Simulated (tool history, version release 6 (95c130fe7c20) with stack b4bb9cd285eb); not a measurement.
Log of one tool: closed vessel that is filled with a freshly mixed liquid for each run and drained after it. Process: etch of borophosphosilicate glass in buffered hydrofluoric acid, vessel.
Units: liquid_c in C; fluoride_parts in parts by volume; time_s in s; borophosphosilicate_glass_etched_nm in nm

| run | day | liquid_c | fluoride_parts | time_s | borophosphosilicate_glass_etched_nm |
|---|---|---|---|---|---|
| 1 | 0.000 | 22.0 | 8.0 | 100 | 189.61 |
| 2 | 0.192 | 23.5 | 8.0 | 100 | 208.11 |
| 3 | 0.538 | 20.5 | 8.0 | 100 | 177.71 |
| 4 | 0.725 | 20.5 | 8.0 | 110 | 194.63 |
| 5 | 0.971 | 20.5 | 6.5 | 110 | 242.89 |
| 6 | 1.317 | 20.0 | 7.0 | 110 | 216.24 |
| 7 | 1.358 | 19.5 | 7.0 | 110 | 213.89 |
| 8 | 1.550 | 19.0 | 7.0 | 110 | 208.31 |
| 9 | 1.762 | 18.5 | 7.0 | 110 | 203.37 |
| 10 | 2.062 | 18.5 | 7.5 | 110 | 185.09 |

The next listed run, before its measurement:
| 11 | 2.125 | 17.5 | 8.0 | 110 | ? |

borophosphosilicate_glass_etched_nm: 164.98 nm
